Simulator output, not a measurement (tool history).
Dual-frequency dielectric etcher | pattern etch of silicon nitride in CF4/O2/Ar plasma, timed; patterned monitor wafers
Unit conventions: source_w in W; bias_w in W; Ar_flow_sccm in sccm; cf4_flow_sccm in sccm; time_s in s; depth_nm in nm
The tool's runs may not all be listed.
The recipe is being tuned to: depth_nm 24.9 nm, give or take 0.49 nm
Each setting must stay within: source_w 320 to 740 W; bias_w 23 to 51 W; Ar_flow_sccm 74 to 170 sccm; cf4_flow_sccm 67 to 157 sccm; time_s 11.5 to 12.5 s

Run 1, hour 0: source_w 530 W, bias_w 37 W, Ar_flow_sccm 122 sccm, cf4_flow_sccm 112 sccm, time_s 11.5 s. Result: depth_nm 21.616 nm.
Run 2, hour 5.6: source_w 530 W, bias_w 37 W, Ar_flow_sccm 122 sccm, cf4_flow_sccm 112 sccm, time_s 11.5 s. Result: depth_nm 21.576 nm.
Run 3, hour 6.4: source_w 550 W, bias_w 37 W, Ar_flow_sccm 122 sccm, cf4_flow_sccm 112 sccm, time_s 11.5 s. Result: depth_nm 22.245 nm.
Run 4, hour 14.3: source_w 570 W, bias_w 37 W, Ar_flow_sccm 122 sccm, cf4_flow_sccm 112 sccm, time_s 11.5 s. Result: depth_nm 22.795 nm.
Run 5, hour 19.9: source_w 630 W, bias_w 37 W, Ar_flow_sccm 122 sccm, cf4_flow_sccm 112 sccm, time_s 11.5 s. Result: depth_nm 24.372 nm.
Run 6, hour 26.7: source_w 690 W, bias_w 37 W, Ar_flow_sccm 122 sccm, cf4_flow_sccm 112 sccm, time_s 11.5 s. Result: depth_nm 25.765 nm.
Run 7, hour 34.8: source_w 690 W, bias_w 37 W, Ar_flow_sccm 122 sccm, cf4_flow_sccm 112 sccm, time_s 11.5 s. Result: depth_nm 25.785 nm.
Run 8, hour 41.6: source_w 680 W, bias_w 37 W, Ar_flow_sccm 122 sccm, cf4_flow_sccm 112 sccm, time_s 11.5 s. Result: depth_nm 25.653 nm.

Consider the 4 candidate settings below. Which is the only one whose results all fall within their allowed miss of target?
Run A, hour 48.4: source_w 620 W, bias_w 37 W, Ar_flow_sccm 117 sccm, cf4_flow_sccm 106 sccm, time_s 12 s. Result: depth_nm ?.
Run B, hour 48.4: source_w 670 W, bias_w 33 W, Ar_flow_sccm 122 sccm, cf4_flow_sccm 107 sccm, time_s 12.5 s. Result: depth_nm ?.
Run C, hour 48.4: source_w 700 W, bias_w 34 W, Ar_flow_sccm 119 sccm, cf4_flow_sccm 120 sccm, time_s 12 s. Result: depth_nm ?.
Run D, hour 48.4: source_w 680 W, bias_w 37 W, Ar_flow_sccm 124 sccm, cf4_flow_sccm 106 sccm, time_s 12 s. Result: depth_nm ?.

move  depth_nm
   A    24.882
   B    26.202
   C    26.859
   D    26.249
A: meets every target
B: moves away from the targets compared with the last run
C: moves away from the targets compared with the last run
D: moves away from the targets compared with the last run
A is the move that brings every result within its allowed miss.
